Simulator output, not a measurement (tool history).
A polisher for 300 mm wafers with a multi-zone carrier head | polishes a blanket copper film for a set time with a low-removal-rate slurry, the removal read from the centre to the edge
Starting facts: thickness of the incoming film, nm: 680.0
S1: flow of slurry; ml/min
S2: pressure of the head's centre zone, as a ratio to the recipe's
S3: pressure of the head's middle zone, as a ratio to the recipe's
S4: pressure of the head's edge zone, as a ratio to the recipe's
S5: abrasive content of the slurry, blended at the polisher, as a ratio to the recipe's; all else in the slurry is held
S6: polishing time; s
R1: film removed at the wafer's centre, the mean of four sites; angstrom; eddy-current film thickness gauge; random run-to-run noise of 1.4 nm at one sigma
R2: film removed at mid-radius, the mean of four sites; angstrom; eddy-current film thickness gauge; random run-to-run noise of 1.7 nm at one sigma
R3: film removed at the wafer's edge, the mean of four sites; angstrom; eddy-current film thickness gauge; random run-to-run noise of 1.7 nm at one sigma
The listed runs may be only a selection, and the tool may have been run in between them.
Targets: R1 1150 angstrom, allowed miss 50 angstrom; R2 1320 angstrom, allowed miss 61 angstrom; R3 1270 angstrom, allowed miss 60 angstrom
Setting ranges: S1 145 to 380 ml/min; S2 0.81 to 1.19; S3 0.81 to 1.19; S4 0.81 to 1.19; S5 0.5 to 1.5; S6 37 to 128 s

run  hour   S1    S2    S3    S4    S5  S6      R1      R2      R3
  1     0  245     1     1     1     1  82  2009.1  2073.5  2029.3
  2   6.2  245  0.99     1  0.99  0.95  79  1888.8  2021.2  1932.3
  3  12.9  245  0.99     1  1.05  0.95  79  1936.6  2032.6  1988.3
  4  19.9  245  0.98  0.99  1.04   0.9  76    1837  1831.8  1883.4
  5  28.4  245  0.97     1  1.02  0.85  74  1754.1  1898.4  1779.8
     35.8  -- slurry nozzle cleaned
  6  35.8  240  0.95  0.99  1.02   0.8  72  1684.3  1792.4  1768.8
  7  41.8  240  0.94  0.99  1.02   0.8  69    1564  1739.5  1690.4
  8  50.1  240  0.94  0.98  1.01  0.75  67  1515.8  1651.9    1667
  9  55.4  240  0.94  0.98  1.01  0.75  65    1486  1603.1  1578.9
 10  57.3  240  0.93  0.98     1  0.75  64  1434.1  1571.2  1575.4

Pick the move, out of 5, that brings all results within their allowed miss; only one does.
  A  59.2  195   1.1  1.12  1.05   0.5  52   ?   ?   ?
  B  59.2  200  0.83  0.93  1.03  0.65  81   ?   ?   ?
  C  59.2  270  1.03  1.17  1.05   0.7  51   ?   ?   ?
  D  59.2  255  0.91  1.02  1.02     1  50   ?   ?   ?
  E  59.2  245  0.81  0.99  0.92  0.55  54   ?   ?   ?

move      R1      R2      R3
   A  1309.4  1323.7  1221.6
   B    1579  1816.1  1949.7
   C  1280.8  1432.6    1264
   D  1152.4  1301.5  1281.4
   E  1027.4  1273.8  1243.2
A: moves toward the targets from the last run without getting all of them in spec
B: further off than the last run
C: moves toward the targets from the last run without getting all of them in spec
D: all results in spec
E: takes the biggest miss from the last run beyond its target
Move D is the one to make.

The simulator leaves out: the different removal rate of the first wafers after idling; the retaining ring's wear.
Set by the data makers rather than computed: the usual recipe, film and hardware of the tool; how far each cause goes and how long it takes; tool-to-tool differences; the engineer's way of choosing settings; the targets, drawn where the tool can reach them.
